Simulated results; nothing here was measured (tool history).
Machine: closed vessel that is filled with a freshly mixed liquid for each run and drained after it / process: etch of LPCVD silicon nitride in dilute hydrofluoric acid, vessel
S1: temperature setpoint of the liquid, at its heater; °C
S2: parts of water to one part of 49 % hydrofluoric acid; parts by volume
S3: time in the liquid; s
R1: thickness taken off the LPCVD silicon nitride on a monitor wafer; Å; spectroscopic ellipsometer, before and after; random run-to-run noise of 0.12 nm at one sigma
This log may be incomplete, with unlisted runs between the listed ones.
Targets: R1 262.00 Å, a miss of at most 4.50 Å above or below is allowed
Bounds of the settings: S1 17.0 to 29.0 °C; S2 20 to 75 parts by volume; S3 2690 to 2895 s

Run 1, day 0.000: S1 21.0 °C, S2 45 parts by volume, S3 2690 s. Result: R1 203.90 Å.
Run 2, day 0.158: S1 22.0 °C, S2 45 parts by volume, S3 2690 s. Result: R1 219.85 Å.
Run 3, day 0.362: S1 22.0 °C, S2 50 parts by volume, S3 2690 s. Result: R1 198.55 Å.
Run 4, day 0.546: S1 20.5 °C, S2 50 parts by volume, S3 2690 s. Result: R1 178.28 Å.
Run 5, day 0.746: S1 22.0 °C, S2 50 parts by volume, S3 2690 s. Result: R1 198.48 Å.
Run 6, day 0.883: S1 22.0 °C, S2 50 parts by volume, S3 2690 s. Result: R1 197.64 Å.
Run 7, day 1.038: S1 23.0 °C, S2 50 parts by volume, S3 2690 s. Result: R1 211.35 Å.
Run 8, day 1.354: S1 24.0 °C, S2 50 parts by volume, S3 2690 s. Result: R1 226.74 Å.
Run 9, day 1.767: S1 24.5 °C, S2 50 parts by volume, S3 2690 s. Result: R1 234.05 Å.
Run 10, day 2.083: S1 25.0 °C, S2 50 parts by volume, S3 2690 s. Result: R1 244.08 Å.
Run 11, day 2.279: S1 25.5 °C, S2 50 parts by volume, S3 2690 s. Result: R1 251.00 Å.

Next run, 5 choices. One meets every target within its allowed miss, the rest don't. Which?
Run A, day 2.475: S1 25.0 °C, S2 45 parts by volume, S3 2725 s. Result: R1 ?.
Run B, day 2.475: S1 25.0 °C, S2 50 parts by volume, S3 2895 s. Result: R1 ?.
Run C, day 2.475: S1 25.0 °C, S2 50 parts by volume, S3 2765 s. Result: R1 ?.
Run D, day 2.475: S1 24.0 °C, S2 45 parts by volume, S3 2700 s. Result: R1 ?.
Run E, day 2.475: S1 24.5 °C, S2 50 parts by volume, S3 2865 s. Result: R1 ?.

move      R1
   A  272.83
   B  261.43
   C  249.70
   D  252.72
   E  250.19
A: takes the result that was furthest off past its target
B: all results land within tolerance of their targets
C: misses by more than the last run did
D: an improvement on the last run, though not all results are within tolerance
E: misses by more than the last run did
Correct choice: B, which meets every target

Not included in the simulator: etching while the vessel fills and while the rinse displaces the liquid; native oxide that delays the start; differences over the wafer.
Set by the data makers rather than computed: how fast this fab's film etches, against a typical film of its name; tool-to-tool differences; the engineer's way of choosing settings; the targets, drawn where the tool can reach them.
